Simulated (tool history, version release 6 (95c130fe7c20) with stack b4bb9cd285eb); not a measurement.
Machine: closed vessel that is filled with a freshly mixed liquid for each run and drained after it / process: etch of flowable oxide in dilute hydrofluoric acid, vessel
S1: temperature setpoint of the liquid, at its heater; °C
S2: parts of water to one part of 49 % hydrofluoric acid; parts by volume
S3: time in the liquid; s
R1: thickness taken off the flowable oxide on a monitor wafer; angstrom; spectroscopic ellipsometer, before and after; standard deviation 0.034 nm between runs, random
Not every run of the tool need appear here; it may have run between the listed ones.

run,hour,S1,S2,S3,R1
1,0,25,190,40,53.519
2,8.7,25,190,30,40.049
3,16,23.5,190,30,37.544
4,20,24,190,30,38.197
5,29,24.5,190,30,39.153
6,31.7,24.5,250,30,27.86
7,39.6,26.5,250,30,30.284
8,42.6,28,245,30,32.501
9,48.4,29,240,30,34.24
10,51,30,235,30,36.559
11,52.9,30.5,230,30,37.968
12,56.6,31,225,30,39.82

Estimate the outcome of run 13 from the log above:
13,63.5,31,225,30,?

Run 13 measured R1 40.241 angstrom.
